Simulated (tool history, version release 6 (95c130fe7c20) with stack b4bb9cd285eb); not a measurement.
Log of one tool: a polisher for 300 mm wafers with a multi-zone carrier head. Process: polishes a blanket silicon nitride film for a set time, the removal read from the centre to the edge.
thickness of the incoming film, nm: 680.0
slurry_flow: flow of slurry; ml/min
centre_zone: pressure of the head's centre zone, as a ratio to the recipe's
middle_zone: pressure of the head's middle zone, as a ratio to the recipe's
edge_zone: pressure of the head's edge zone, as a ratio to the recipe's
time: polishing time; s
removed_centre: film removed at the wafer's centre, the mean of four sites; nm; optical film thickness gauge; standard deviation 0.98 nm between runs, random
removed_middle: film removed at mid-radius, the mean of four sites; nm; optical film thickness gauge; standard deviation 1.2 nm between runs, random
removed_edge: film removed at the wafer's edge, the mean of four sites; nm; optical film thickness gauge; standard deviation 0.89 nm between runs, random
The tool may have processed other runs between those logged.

{"run": 1, "hour": 0.0, "slurry_flow": 230, "centre_zone": 1, "middle_zone": 1, "edge_zone": 1, "time": 54, "removed_centre": 84.853, "removed_middle": 86.177, "removed_edge": 87.773}
{"run": 2, "hour": 8.4, "slurry_flow": 230, "centre_zone": 0.96, "middle_zone": 1, "edge_zone": 1, "time": 54, "removed_centre": 80.666, "removed_middle": 87.043, "removed_edge": 87.616}
{"run": 3, "hour": 14.8, "slurry_flow": 230, "centre_zone": 0.89, "middle_zone": 1, "edge_zone": 1, "time": 54, "removed_centre": 74.916, "removed_middle": 84.956, "removed_edge": 88.032}
{"run": 4, "hour": 19.8, "slurry_flow": 240, "centre_zone": 0.94, "middle_zone": 1.03, "edge_zone": 1.04, "time": 59, "removed_centre": 88.496, "removed_middle": 97.539, "removed_edge": 97.68}
{"hour": 24.5, "done": "slurry nozzle cleaned"}
{"run": 5, "hour": 24.5, "slurry_flow": 240, "centre_zone": 0.94, "middle_zone": 1.03, "edge_zone": 1.1, "time": 59, "removed_centre": 96.223, "removed_middle": 104.36, "removed_edge": 107.91}
{"run": 6, "hour": 29.6, "slurry_flow": 240, "centre_zone": 0.94, "middle_zone": 1.03, "edge_zone": 1.1, "time": 49, "removed_centre": 79.753, "removed_middle": 88.012, "removed_edge": 89.353}
{"run": 7, "hour": 36.0, "slurry_flow": 280, "centre_zone": 1.03, "middle_zone": 1.13, "edge_zone": 1.18, "time": 64, "removed_centre": 118.3, "removed_middle": 125.92, "removed_edge": 123.4}

Run 8 comes next. What will it give?
{"run": 8, "hour": 42.0, "slurry_flow": 290, "centre_zone": 1.02, "middle_zone": 1.13, "edge_zone": 1.18, "time": 65, "removed_centre": "?", "removed_middle": "?", "removed_edge": "?"}

removed_centre: 119.49 nm
removed_middle: 127.08 nm
removed_edge: 123.88 nm
